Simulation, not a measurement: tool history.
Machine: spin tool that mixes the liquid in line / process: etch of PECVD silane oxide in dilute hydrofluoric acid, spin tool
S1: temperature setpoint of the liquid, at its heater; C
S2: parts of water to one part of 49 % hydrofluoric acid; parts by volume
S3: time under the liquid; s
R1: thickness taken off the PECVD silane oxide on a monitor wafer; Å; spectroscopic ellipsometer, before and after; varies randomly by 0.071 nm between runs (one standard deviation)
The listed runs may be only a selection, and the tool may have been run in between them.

run,day,S1,S2,S3,R1
1,0,24,95,25,92.431
2,0.208,26,95,25,97.066
3,0.238,28.5,95,25,108.62
4,0.575,25.5,95,25,98.413
5,0.792,25.5,85,25,107.93
6,0.812,23.5,90,25,93.878

Run 7 has not been measured yet. What should we expect?
7,1.083,22,90,25,?

{"run 7": {"R1": 87.452}}
